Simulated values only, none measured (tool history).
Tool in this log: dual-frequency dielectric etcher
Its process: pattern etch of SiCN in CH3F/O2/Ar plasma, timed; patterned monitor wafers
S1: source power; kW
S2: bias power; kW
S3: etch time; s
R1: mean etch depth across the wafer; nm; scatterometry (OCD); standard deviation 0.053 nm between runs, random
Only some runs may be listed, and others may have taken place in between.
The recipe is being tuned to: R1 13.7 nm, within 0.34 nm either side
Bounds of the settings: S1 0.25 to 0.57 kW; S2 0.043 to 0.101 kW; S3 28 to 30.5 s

run,hour,S1,S2,S3,R1
1,0,0.41,0.072,30.5,11.656
2,7.9,0.44,0.074,30.5,12.075
3,13.6,0.44,0.074,28,11.041
4,22.2,0.47,0.074,28,11.304
5,24.6,0.47,0.074,30.5,12.363
6,28.3,0.47,0.074,28,11.346
7,32.9,0.48,0.08,28.5,12.045
8,41.2,0.49,0.083,28.5,12.16
9,46.3,0.55,0.097,30.5,14.335

4 next moves are on the table. One of them brings every result within its allowed miss. Which?
A,51.4,0.52,0.101,30.5,?
B,51.4,0.56,0.1,28.5,?
C,51.4,0.57,0.101,30,?
D,51.4,0.49,0.099,29,?

move,R1
A,14.298
B,13.677
C,14.541
D,13.212
A: closer than the last run, but not yet in spec
B: every result lands within tolerance
C: the biggest miss grows against the last run
D: pushes the last run's worst result past its target
The right move is B.

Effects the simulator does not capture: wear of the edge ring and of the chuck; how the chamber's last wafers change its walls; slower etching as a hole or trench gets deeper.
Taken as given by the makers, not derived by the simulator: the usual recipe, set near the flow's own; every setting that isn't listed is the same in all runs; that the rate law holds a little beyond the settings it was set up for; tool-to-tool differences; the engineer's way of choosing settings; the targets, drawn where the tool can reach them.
